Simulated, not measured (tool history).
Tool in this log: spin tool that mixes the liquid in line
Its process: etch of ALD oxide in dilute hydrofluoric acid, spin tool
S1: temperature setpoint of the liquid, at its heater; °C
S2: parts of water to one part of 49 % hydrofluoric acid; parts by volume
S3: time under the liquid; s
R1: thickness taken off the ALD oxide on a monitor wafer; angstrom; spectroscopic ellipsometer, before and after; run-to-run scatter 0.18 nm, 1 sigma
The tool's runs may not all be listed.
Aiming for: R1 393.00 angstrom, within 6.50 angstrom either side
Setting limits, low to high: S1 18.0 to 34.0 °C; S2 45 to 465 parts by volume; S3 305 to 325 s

| run | day | S1 | S2 | S3 | R1 |
|---|---|---|---|---|---|
| 1 | 0.000 | 26.0 | 255 | 305 | 193.99 |
| 2 | 0.279 | 28.5 | 255 | 305 | 213.35 |
| 3 | 0.517 | 28.5 | 290 | 305 | 179.98 |
| 4 | 0.742 | 30.0 | 255 | 305 | 223.46 |
| 5 | 1.050 | 31.0 | 230 | 305 | 266.24 |
| 6 | 1.354 | 32.0 | 215 | 305 | 296.51 |
| 7 | 1.658 | 32.5 | 205 | 305 | 321.75 |
| 8 | 1.812 | 34.0 | 170 | 305 | 428.37 |
| 9 | 1.842 | 33.5 | 170 | 305 | 421.70 |
| 10 | 1.942 | 33.0 | 170 | 305 | 415.33 |
| 11 | 2.300 | 31.0 | 170 | 305 | 383.87 |

4 candidate next runs follow, results not yet known. Just one meets every target within its allowed miss. Identify it.
| A | 2.658 | 29.5 | 175 | 325 | ? |
| B | 2.658 | 30.5 | 165 | 305 | ? |
| C | 2.658 | 30.5 | 180 | 325 | ? |
| D | 2.658 | 29.5 | 165 | 305 | ? |

| move | R1 |
|---|---|
| A | 375.12 |
| B | 391.78 |
| C | 375.38 |
| D | 378.11 |
A: moves away from the targets compared with the last run
B: all results land within tolerance of their targets
C: moves away from the targets compared with the last run
D: moves away from the targets compared with the last run
The right move is B.

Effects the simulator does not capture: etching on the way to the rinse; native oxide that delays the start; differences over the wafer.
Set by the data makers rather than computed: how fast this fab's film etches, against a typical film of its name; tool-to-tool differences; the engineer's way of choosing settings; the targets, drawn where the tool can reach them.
